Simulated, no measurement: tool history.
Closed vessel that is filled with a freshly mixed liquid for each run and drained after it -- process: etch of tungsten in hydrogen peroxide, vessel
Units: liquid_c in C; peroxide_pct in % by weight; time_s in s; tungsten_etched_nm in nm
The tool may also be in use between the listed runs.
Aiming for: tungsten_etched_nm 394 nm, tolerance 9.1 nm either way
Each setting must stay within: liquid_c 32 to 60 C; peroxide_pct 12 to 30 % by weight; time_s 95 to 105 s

| run | hour | liquid_c | peroxide_pct | time_s | tungsten_etched_nm |
|---|---|---|---|---|---|
| 1 | 0 | 44 | 22.5 | 95 | 217.15 |
| 2 | 6.2 | 45.5 | 22.5 | 95 | 238.71 |
| 3 | 9.8 | 39.5 | 22.5 | 95 | 163.2 |
| 4 | 12.5 | 43.5 | 22.5 | 95 | 211 |
| 5 | 21.7 | 43.5 | 22.5 | 105 | 231.89 |
| 6 | 27.4 | 43.5 | 22.5 | 95 | 211.72 |
| 7 | 34.7 | 45 | 22.5 | 95 | 233.47 |
| 8 | 43.7 | 46 | 22.5 | 95 | 248.74 |

Exactly one of the 5 candidate moves below puts every result within its allowed miss. Which one?
| A | 52.7 | 55 | 15.5 | 105 | ? |
| B | 52.7 | 50.5 | 24.5 | 105 | ? |
| C | 52.7 | 54 | 16 | 105 | ? |
| D | 52.7 | 52 | 20.5 | 105 | ? |
| E | 52.7 | 51 | 22.5 | 100 | ? |

| move | tungsten_etched_nm |
|---|---|
| A | 393.8 |
| B | 377.79 |
| C | 377.01 |
| D | 378.49 |
| E | 355.45 |
A: every result within its allowed miss
B: gains on the last run, yet a result remains outside its allowed miss
C: gains on the last run, yet a result remains outside its allowed miss
D: gains on the last run, yet a result remains outside its allowed miss
E: gains on the last run, yet a result remains outside its allowed miss
A is the move that brings every result within its allowed miss.
